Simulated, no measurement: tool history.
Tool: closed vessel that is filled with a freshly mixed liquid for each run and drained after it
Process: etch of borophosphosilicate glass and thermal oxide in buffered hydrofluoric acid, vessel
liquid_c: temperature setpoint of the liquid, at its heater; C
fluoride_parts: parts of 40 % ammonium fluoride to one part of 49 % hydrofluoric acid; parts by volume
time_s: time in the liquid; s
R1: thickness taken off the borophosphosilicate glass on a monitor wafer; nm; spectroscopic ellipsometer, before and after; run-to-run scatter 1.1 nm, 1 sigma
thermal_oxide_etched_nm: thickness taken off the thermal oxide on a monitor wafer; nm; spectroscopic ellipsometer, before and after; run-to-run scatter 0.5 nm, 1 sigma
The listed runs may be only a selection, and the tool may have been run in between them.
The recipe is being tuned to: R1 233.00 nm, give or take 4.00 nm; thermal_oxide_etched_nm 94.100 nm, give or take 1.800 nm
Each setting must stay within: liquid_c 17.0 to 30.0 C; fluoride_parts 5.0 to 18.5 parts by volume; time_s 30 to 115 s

{"run": 1, "day": 0.0, "liquid_c": 22.0, "fluoride_parts": 11.5, "time_s": 60, "R1": 121.56, "thermal_oxide_etched_nm": 49.322}
{"run": 2, "day": 0.108, "liquid_c": 22.0, "fluoride_parts": 9.5, "time_s": 60, "R1": 144.28, "thermal_oxide_etched_nm": 58.31}
{"run": 3, "day": 0.392, "liquid_c": 24.0, "fluoride_parts": 9.5, "time_s": 60, "R1": 162.07, "thermal_oxide_etched_nm": 64.29}
{"run": 4, "day": 0.675, "liquid_c": 25.0, "fluoride_parts": 9.0, "time_s": 60, "R1": 175.8, "thermal_oxide_etched_nm": 70.523}
{"run": 5, "day": 1.046, "liquid_c": 26.5, "fluoride_parts": 9.0, "time_s": 60, "R1": 190.98, "thermal_oxide_etched_nm": 76.521}
{"run": 6, "day": 1.262, "liquid_c": 26.5, "fluoride_parts": 9.0, "time_s": 40, "R1": 128.53, "thermal_oxide_etched_nm": 51.138}
{"run": 7, "day": 1.625, "liquid_c": 27.5, "fluoride_parts": 8.0, "time_s": 40, "R1": 150.95, "thermal_oxide_etched_nm": 60.803}
{"run": 8, "day": 2.012, "liquid_c": 30.0, "fluoride_parts": 5.0, "time_s": 40, "R1": 272.43, "thermal_oxide_etched_nm": 108.4}
{"run": 9, "day": 2.354, "liquid_c": 29.5, "fluoride_parts": 5.0, "time_s": 40, "R1": 265.79, "thermal_oxide_etched_nm": 104.46}
{"run": 10, "day": 2.483, "liquid_c": 29.0, "fluoride_parts": 5.0, "time_s": 40, "R1": 256.04, "thermal_oxide_etched_nm": 102.13}
{"run": 11, "day": 2.808, "liquid_c": 28.5, "fluoride_parts": 5.0, "time_s": 40, "R1": 250.15, "thermal_oxide_etched_nm": 99.428}
{"run": 12, "day": 2.996, "liquid_c": 28.0, "fluoride_parts": 5.0, "time_s": 40, "R1": 245.07, "thermal_oxide_etched_nm": 97.023}

Next run, 4 choices. One meets every target within its allowed miss, the rest don't. Which?
{"run": "A", "day": 3.183, "liquid_c": 24.5, "fluoride_parts": 5.0, "time_s": 45, "R1": "?", "thermal_oxide_etched_nm": "?"}
{"run": "B", "day": 3.183, "liquid_c": 30.0, "fluoride_parts": 7.5, "time_s": 50, "R1": "?", "thermal_oxide_etched_nm": "?"}
{"run": "C", "day": 3.183, "liquid_c": 30.0, "fluoride_parts": 11.0, "time_s": 75, "R1": "?", "thermal_oxide_etched_nm": "?"}
{"run": "D", "day": 3.183, "liquid_c": 30.0, "fluoride_parts": 12.0, "time_s": 75, "R1": "?", "thermal_oxide_etched_nm": "?"}

move=A R1=228.17 thermal_oxide_etched_nm=89.928
move=B R1=233.82 thermal_oxide_etched_nm=93.264
move=C R1=244.88 thermal_oxide_etched_nm=97.987
move=D R1=224.87 thermal_oxide_etched_nm=90.020
A: moves the result that the last run missed by most past its target, out the other side
B: each result inside its tolerance
C: about as far from the targets as the last run
D: moves the result that the last run missed by most past its target, out the other side
B is the move that brings every result within its allowed miss.
